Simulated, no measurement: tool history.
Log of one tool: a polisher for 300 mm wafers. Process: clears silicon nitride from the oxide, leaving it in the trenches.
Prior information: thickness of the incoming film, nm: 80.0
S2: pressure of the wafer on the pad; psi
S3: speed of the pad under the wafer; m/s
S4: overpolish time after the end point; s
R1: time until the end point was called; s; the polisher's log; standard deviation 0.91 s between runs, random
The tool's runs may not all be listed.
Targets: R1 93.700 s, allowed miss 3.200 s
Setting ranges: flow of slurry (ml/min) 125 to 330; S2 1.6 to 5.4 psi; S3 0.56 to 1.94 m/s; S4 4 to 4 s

{"run": 1, "hour": 0.0, "flow of slurry (ml/min)": 210, "S2": 3.5, "S3": 1.24, "S4": 4, "R1": 73.512}
{"run": 2, "hour": 4.4, "flow of slurry (ml/min)": 210, "S2": 3.4, "S3": 1.24, "S4": 4, "R1": 77.655}
{"run": 3, "hour": 5.0, "flow of slurry (ml/min)": 235, "S2": 3.4, "S3": 1.24, "S4": 4, "R1": 75.304}
{"run": 4, "hour": 8.0, "flow of slurry (ml/min)": 230, "S2": 3.3, "S3": 1.24, "S4": 4, "R1": 78.682}
{"run": 5, "hour": 13.0, "flow of slurry (ml/min)": 230, "S2": 3.2, "S3": 1.24, "S4": 4, "R1": 80.313}
{"run": 6, "hour": 16.4, "flow of slurry (ml/min)": 230, "S2": 3.2, "S3": 1.24, "S4": 4, "R1": 80.265}
{"run": 7, "hour": 25.3, "flow of slurry (ml/min)": 230, "S2": 3.1, "S3": 1.24, "S4": 4, "R1": 82.183}
{"run": 8, "hour": 31.7, "flow of slurry (ml/min)": 230, "S2": 3.0, "S3": 1.24, "S4": 4, "R1": 85.018}
{"run": 9, "hour": 35.0, "flow of slurry (ml/min)": 230, "S2": 2.9, "S3": 1.24, "S4": 4, "R1": 87.619}

Exactly one of the 4 candidate moves below puts every result within its allowed miss. Which one?
{"run": "A", "hour": 38.3, "flow of slurry (ml/min)": 175, "S2": 4.1, "S3": 0.92, "S4": 4, "R1": "?"}
{"run": "B", "hour": 38.3, "flow of slurry (ml/min)": 230, "S2": 2.9, "S3": 1.38, "S4": 4, "R1": "?"}
{"run": "C", "hour": 38.3, "flow of slurry (ml/min)": 225, "S2": 2.8, "S3": 1.36, "S4": 4, "R1": "?"}
{"run": "D", "hour": 38.3, "flow of slurry (ml/min)": 280, "S2": 2.7, "S3": 1.24, "S4": 4, "R1": "?"}

move=A R1=86.240
move=B R1=79.283
move=C R1=83.360
move=D R1=92.535
A: misses by more than the last run did
B: misses by more than the last run did
C: misses by more than the last run did
D: all results land within tolerance of their targets
Correct choice: D, which meets every target
